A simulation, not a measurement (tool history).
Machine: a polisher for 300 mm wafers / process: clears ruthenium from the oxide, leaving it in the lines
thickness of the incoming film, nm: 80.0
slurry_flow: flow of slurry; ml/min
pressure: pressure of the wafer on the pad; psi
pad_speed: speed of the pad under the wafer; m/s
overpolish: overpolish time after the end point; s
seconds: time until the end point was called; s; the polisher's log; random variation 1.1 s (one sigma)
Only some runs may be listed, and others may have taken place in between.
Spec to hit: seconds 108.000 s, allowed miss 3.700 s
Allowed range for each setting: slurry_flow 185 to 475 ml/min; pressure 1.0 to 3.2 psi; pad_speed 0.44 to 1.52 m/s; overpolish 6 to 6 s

run 1 day=0.000 | slurry_flow=305 pressure=2.1 pad_speed=0.98 overpolish=6 | seconds=74.507
run 2 day=0.175 | slurry_flow=305 pressure=2.3 pad_speed=0.98 overpolish=6 | seconds=67.607
run 3 day=0.229 | slurry_flow=305 pressure=2.0 pad_speed=0.98 overpolish=6 | seconds=78.617
run 4 day=0.317 | slurry_flow=305 pressure=2.0 pad_speed=1.20 overpolish=6 | seconds=64.901
run 5 day=0.650 | slurry_flow=305 pressure=1.7 pad_speed=1.20 overpolish=6 | seconds=75.066
run 6 day=0.983 | slurry_flow=305 pressure=1.5 pad_speed=1.20 overpolish=6 | seconds=85.230
run 7 day=1.088 | slurry_flow=305 pressure=1.5 pad_speed=1.20 overpolish=6 | seconds=83.759
run 8 day=1.271 | slurry_flow=305 pressure=1.0 pad_speed=1.18 overpolish=6 | seconds=127.030
run 9 day=1.342 | slurry_flow=305 pressure=1.3 pad_speed=1.18 overpolish=6 | seconds=97.877

5 candidate next runs follow, results not yet known. Just one meets every target within its allowed miss. Identify it.
run A day=1.412 | slurry_flow=270 pressure=1.3 pad_speed=1.22 overpolish=6 | seconds=?
run B day=1.412 | slurry_flow=320 pressure=1.5 pad_speed=1.00 overpolish=6 | seconds=?
run C day=1.412 | slurry_flow=260 pressure=1.4 pad_speed=1.06 overpolish=6 | seconds=?
run D day=1.412 | slurry_flow=205 pressure=1.1 pad_speed=1.28 overpolish=6 | seconds=?
run E day=1.412 | slurry_flow=295 pressure=1.5 pad_speed=1.16 overpolish=6 | seconds=?

move=A seconds=96.018
move=B seconds=100.680
move=C seconds=102.810
move=D seconds=109.060
move=E seconds=87.534
A: the biggest miss grows against the last run
B: moves toward the targets from the last run without getting all of them in spec
C: moves toward the targets from the last run without getting all of them in spec
D: hits every target within its allowed miss
E: the biggest miss grows against the last run
Move D is the one to make.

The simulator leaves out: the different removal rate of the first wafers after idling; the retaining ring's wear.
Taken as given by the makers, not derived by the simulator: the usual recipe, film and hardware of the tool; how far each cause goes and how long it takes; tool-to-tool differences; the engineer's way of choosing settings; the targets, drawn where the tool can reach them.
